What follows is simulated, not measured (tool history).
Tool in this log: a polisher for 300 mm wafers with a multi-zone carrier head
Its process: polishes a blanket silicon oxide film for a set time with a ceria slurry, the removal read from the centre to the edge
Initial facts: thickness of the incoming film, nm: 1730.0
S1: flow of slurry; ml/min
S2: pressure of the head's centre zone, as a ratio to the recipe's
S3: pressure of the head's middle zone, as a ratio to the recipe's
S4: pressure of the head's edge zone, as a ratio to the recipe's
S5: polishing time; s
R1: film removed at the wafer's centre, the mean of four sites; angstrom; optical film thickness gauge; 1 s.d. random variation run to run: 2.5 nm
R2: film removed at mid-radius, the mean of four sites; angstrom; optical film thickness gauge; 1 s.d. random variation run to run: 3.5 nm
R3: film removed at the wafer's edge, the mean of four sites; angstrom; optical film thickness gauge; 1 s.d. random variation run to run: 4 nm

| run | day | S1 | S2 | S3 | S4 | S5 | R1 | R2 | R3 |
|---|---|---|---|---|---|---|---|---|---|
| 1 | 0 | 255 | 1 | 1 | 1 | 64 | 3474.9 | 3489.5 | 3441.9 |
| 2 | 0.021 | 255 | 1.06 | 1 | 1 | 64 | 3647.9 | 3490.1 | 3467.2 |
| 3 | 0.05 | 255 | 1.06 | 0.94 | 1 | 64 | 3654.4 | 3281.4 | 3429 |
| 4 | 0.154 | 255 | 1.09 | 0.94 | 1 | 64 | 3722.1 | 3354.5 | 3368.1 |
|  | 0.304 | worn pad replaced by a new one |
| 5 | 0.304 | 255 | 1.09 | 0.94 | 1 | 76 | 4759 | 4245.6 | 4481.8 |
| 6 | 0.588 | 200 | 1.09 | 0.94 | 1 | 76 | 4680.8 | 4093.4 | 4444.3 |
| 7 | 0.729 | 210 | 1.07 | 0.95 | 0.98 | 73 | 4445 | 4000.8 | 4219.5 |

Run 8 is up next; what results do you expect?
| 8 | 0.879 | 215 | 1.07 | 0.97 | 0.99 | 70 | ? | ? | ? |

R1: 4298.2 angstrom
R2: 3869.4 angstrom
R3: 4137.1 angstrom
